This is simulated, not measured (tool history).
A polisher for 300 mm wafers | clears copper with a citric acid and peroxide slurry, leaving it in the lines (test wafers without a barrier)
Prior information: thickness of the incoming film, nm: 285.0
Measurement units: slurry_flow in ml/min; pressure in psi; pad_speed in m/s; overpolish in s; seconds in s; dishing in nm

run,hour,slurry_flow,pressure,pad_speed,slurry_solids,overpolish,seconds,dishing
1,0.0,175,2.7,0.94,1.0,16,173.50,19.215
2,8.7,170,2.5,0.94,1.0,16,181.21,18.523
3,15.5,170,2.5,1.10,1.0,16,160.18,20.766
4,23.6,170,2.4,1.10,1.0,16,160.36,20.326
5,27.5,170,2.3,1.10,1.0,16,162.17,19.623
6,33.8,170,2.2,1.10,1.0,16,182.17,18.746

Estimate the outcome of run 7 from the log above:
7,40.9,170,2.1,1.10,1.0,16,?,?

Run 7 measured seconds 183.63 s, dishing 18.091 nm.
